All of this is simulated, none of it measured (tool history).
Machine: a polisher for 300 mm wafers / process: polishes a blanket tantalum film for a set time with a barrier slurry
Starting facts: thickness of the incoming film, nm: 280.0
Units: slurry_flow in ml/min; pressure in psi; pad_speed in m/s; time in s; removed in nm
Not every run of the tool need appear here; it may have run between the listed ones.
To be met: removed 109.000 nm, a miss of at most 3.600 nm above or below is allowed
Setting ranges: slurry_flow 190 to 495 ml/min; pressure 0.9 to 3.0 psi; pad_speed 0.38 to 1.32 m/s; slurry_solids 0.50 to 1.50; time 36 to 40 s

| run | hour | slurry_flow | pressure | pad_speed | slurry_solids | time | removed |
|---|---|---|---|---|---|---|---|
| 1 | 0.0 | 320 | 1.9 | 0.84 | 1.00 | 40 | 59.247 |
| 2 | 3.2 | 320 | 2.2 | 0.84 | 1.00 | 40 | 68.642 |
| 3 | 9.6 | 320 | 2.2 | 0.84 | 0.90 | 40 | 66.647 |
| 4 | 10.9 | 320 | 2.2 | 0.84 | 0.90 | 40 | 66.770 |
| 5 | 16.1 | 320 | 2.4 | 0.86 | 0.90 | 40 | 73.905 |
| 6 | 19.1 | 320 | 2.4 | 1.06 | 0.90 | 40 | 88.550 |
| 7 | 19.7 | 320 | 2.5 | 1.06 | 0.90 | 40 | 91.840 |
| 8 | 22.2 | 320 | 2.6 | 1.06 | 0.90 | 40 | 95.696 |
| 9 | 23.9 | 320 | 2.7 | 1.06 | 0.90 | 40 | 99.996 |
| 10 | 26.6 | 320 | 2.8 | 1.06 | 0.90 | 40 | 103.830 |

Exactly one of the 5 candidate moves below puts every result within its allowed miss. Which one?
| A | 29.3 | 385 | 2.9 | 0.90 | 1.20 | 39 | ? |
| B | 29.3 | 400 | 2.9 | 1.20 | 0.90 | 40 | ? |
| C | 29.3 | 405 | 2.9 | 1.12 | 1.05 | 37 | ? |
| D | 29.3 | 310 | 3.0 | 1.16 | 0.85 | 40 | ? |
| E | 29.3 | 270 | 3.0 | 1.30 | 0.75 | 37 | ? |

| move | removed |
|---|---|
| A | 95.038 |
| B | 118.150 |
| C | 105.950 |
| D | 115.230 |
| E | 113.500 |
A: its largest miss is bigger than the last run's
B: moves the result that the last run missed by most past its target, out the other side
C: each result inside its tolerance
D: moves the result that the last run missed by most past its target, out the other side
E: moves the result that the last run missed by most past its target, out the other side
So the answer is move C, the one that meets all the targets.
